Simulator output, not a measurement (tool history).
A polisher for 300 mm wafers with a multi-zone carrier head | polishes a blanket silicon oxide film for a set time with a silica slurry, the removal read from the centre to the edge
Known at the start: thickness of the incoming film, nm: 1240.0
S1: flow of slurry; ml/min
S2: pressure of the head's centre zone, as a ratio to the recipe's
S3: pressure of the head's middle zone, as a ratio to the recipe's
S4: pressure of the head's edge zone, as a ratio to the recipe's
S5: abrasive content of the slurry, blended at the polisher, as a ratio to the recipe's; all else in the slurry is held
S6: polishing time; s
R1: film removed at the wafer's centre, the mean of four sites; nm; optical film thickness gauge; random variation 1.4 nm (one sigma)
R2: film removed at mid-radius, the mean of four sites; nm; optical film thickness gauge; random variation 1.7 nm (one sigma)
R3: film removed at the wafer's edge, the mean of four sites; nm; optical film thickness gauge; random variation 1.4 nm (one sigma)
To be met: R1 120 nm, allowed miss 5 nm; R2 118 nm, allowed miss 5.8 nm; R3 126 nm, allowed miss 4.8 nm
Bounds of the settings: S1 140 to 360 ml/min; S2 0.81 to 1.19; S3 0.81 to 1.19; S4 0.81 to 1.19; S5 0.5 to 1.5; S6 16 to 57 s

run  hour   S1    S2    S3    S4    S5  S6      R1      R2      R3
  1     0  230     1     1     1     1  36  84.235  87.755  87.969
  2   0.7  230  1.01     1  1.02   1.1  36  86.888  95.246  92.019
  3   2.9  230  1.01     1  1.02  1.25  36  94.046  101.52  96.775
  4   5.4  230  1.01  1.04  1.02  1.25  36  92.156  102.83  96.037
  5  13.5  230  1.02  1.01  1.04   1.3  36  94.807  102.83  100.07
     22.3  -- centre zone pressure recalibrated
  6  22.3  235  1.03  1.01  1.05  1.35  36  104.42  104.64  103.84
  7  25.6  240  1.02  1.01  1.07  1.35  36  103.69  102.38   104.1
  8  33.9  235  1.01  1.01  1.08  1.35  37  105.25  108.52  107.05
  9  42.5  235     1     1  1.09  1.35  37  106.35  107.65  107.89
 10  49.4  230  0.99  0.99   1.1  1.35  37  102.84  104.37  108.22
 11  53.4  235  0.99  0.99  1.11  1.35  37  104.86  102.55  108.14
 12  54.3  235  0.99  0.99  1.12  1.35  37  104.11  105.12  108.76

Which of these 4 next moves meets every target?
  A  55.2  200  0.97     1  1.13   1.4  40   ?   ?   ?
  B  55.2  290  1.18  1.18  1.05  1.35  35   ?   ?   ?
  C  55.2  225     1  0.97  1.14   1.2  44   ?   ?   ?
  D  55.2  240  0.98  0.98  1.15   1.3  40   ?   ?   ?

move      R1      R2      R3
   A  110.08  114.59  116.05
   B   116.7  115.59  99.784
   C  118.36  117.83  121.74
   D  110.77  112.62  115.84
A: nearer than the last run, and not there yet
B: further off than the last run
C: meets every target
D: nearer than the last run, and not there yet
Move C is the one to make.
